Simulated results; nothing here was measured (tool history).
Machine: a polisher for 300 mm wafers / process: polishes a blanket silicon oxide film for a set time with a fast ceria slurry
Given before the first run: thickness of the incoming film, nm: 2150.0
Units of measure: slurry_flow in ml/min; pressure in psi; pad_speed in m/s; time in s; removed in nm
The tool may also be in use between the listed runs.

run    day  slurry_flow  pressure  pad_speed  time  removed
  1      0          130       3.1       0.82    51   590.58
  2  0.271          130       3.2       0.82    51   609.58
  3  0.371          130       3.2       0.82    51      613
  4  0.658          100       3.2       0.82    51   573.85
  5  0.883          105       3.3       0.82    51   599.41
  6  1.121          110       3.4       0.82    51   618.63
  7  1.425          115       3.5       0.82    51   639.36
  8  1.508          120       3.6       0.82    51   672.87
  9  1.854          120       3.6       0.82    51      664
 10  2.167          120       3.7       0.82    51   679.35

Run 11 comes next. What will it give?
 11  2.521          120       3.7       0.82    51        ?

removed: 685.29 nm

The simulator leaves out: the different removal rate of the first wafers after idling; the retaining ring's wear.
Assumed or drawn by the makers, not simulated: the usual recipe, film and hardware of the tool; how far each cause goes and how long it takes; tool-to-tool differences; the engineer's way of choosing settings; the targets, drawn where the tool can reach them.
